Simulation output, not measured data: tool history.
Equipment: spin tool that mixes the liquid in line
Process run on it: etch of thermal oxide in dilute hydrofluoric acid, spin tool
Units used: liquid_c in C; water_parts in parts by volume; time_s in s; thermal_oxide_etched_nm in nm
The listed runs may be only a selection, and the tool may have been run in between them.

run  hour  liquid_c  water_parts  time_s  thermal_oxide_etched_nm
  1   0.0      25.0          265     280                   4.8403
  2   5.5      26.5          245     280                   5.6233
  3   8.5      26.5          310     280                   4.1262
  4  11.8      26.5          385     280                   3.0534
  5  12.8      27.5          335     280                   3.8371
  6  21.2      30.5          335     280                   4.1917
  7  27.1      31.0          300     280                   4.9792
  8  29.6      32.5          195     285                   9.2701

Forecast run 9:
  9  33.8      32.0          195     285                        ?

For run 9 the tool returned thermal_oxide_etched_nm 9.2339 nm.
